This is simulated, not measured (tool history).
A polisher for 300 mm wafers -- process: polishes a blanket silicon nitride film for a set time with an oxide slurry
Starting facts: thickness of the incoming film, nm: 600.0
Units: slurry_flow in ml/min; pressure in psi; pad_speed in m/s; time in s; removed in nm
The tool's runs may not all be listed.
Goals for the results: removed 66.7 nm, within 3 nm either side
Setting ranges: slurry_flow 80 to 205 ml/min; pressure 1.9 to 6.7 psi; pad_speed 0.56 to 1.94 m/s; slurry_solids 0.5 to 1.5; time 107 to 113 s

Run 1, day 0: slurry_flow 135 ml/min, pressure 4.3 psi, pad_speed 1.24 m/s, slurry_solids 1, time 107 s. Result: removed 80.724 nm.
Run 2, day 0.221: slurry_flow 135 ml/min, pressure 4.3 psi, pad_speed 1.24 m/s, slurry_solids 1, time 107 s. Result: removed 78.636 nm.
Run 3, day 0.592: slurry_flow 135 ml/min, pressure 4.3 psi, pad_speed 1.24 m/s, slurry_solids 1, time 113 s. Result: removed 86.682 nm.
Run 4, day 0.8: slurry_flow 110 ml/min, pressure 4.3 psi, pad_speed 1.24 m/s, slurry_solids 1, time 113 s. Result: removed 81.755 nm.
Run 5, day 1: slurry_flow 110 ml/min, pressure 4.3 psi, pad_speed 1.38 m/s, slurry_solids 1, time 113 s. Result: removed 89.275 nm.
Run 6, day 1.058: slurry_flow 110 ml/min, pressure 4.3 psi, pad_speed 1.38 m/s, slurry_solids 1, time 107 s. Result: removed 86.21 nm.
Run 7, day 1.121: slurry_flow 110 ml/min, pressure 4.1 psi, pad_speed 1.38 m/s, slurry_solids 1, time 107 s. Result: removed 79.705 nm.
Run 8, day 1.333: slurry_flow 110 ml/min, pressure 4 psi, pad_speed 1.38 m/s, slurry_solids 1, time 107 s. Result: removed 79.416 nm.
Run 9, day 1.496: slurry_flow 105 ml/min, pressure 3.1 psi, pad_speed 1.36 m/s, slurry_solids 1, time 107 s. Result: removed 60.376 nm.
Run 10, day 1.738: slurry_flow 110 ml/min, pressure 3.2 psi, pad_speed 1.36 m/s, slurry_solids 1, time 107 s. Result: removed 62.388 nm.

Which of these 5 next moves meets every target?
Run A, day 1.979: slurry_flow 105 ml/min, pressure 3.8 psi, pad_speed 1.08 m/s, slurry_solids 1, time 107 s. Result: removed ?.
Run B, day 1.979: slurry_flow 105 ml/min, pressure 3.3 psi, pad_speed 1.4 m/s, slurry_solids 0.9, time 113 s. Result: removed ?.
Run C, day 1.979: slurry_flow 100 ml/min, pressure 3 psi, pad_speed 1.4 m/s, slurry_solids 1.05, time 109 s. Result: removed ?.
Run D, day 1.979: slurry_flow 130 ml/min, pressure 2.4 psi, pad_speed 1.76 m/s, slurry_solids 1, time 107 s. Result: removed ?.
Run E, day 1.979: slurry_flow 95 ml/min, pressure 3.5 psi, pad_speed 1.52 m/s, slurry_solids 0.95, time 113 s. Result: removed ?.

move  removed
   A   60.677
   B   65.049
   C   61.647
   D   59.625
   E   74.552
A: lands further from the targets than the last run did
B: every result within its allowed miss
C: lands further from the targets than the last run did
D: lands further from the targets than the last run did
E: pushes the last run's worst result past its target
Go with B: it meets all targets.
